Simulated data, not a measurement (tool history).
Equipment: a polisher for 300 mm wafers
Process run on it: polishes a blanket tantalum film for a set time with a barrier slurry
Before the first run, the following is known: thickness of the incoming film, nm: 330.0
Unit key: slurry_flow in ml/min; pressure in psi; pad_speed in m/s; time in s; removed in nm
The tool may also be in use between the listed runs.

run	hour	slurry_flow	pressure	pad_speed	slurry_solids	time	removed
1	0.0	170	1.9	0.90	1.0	63	78.516
2	8.2	185	2.0	0.90	1.0	63	83.221
3	10.6	190	2.1	0.90	1.0	63	86.146
4	18.8	190	2.1	0.76	1.0	63	73.300
5	21.4	230	2.1	0.76	1.0	63	75.411
6	24.5	230	2.2	0.76	1.0	63	77.810

Expected results for the next run?
7	31.7	230	2.3	0.76	1.0	63	?

removed: 78.968 nm
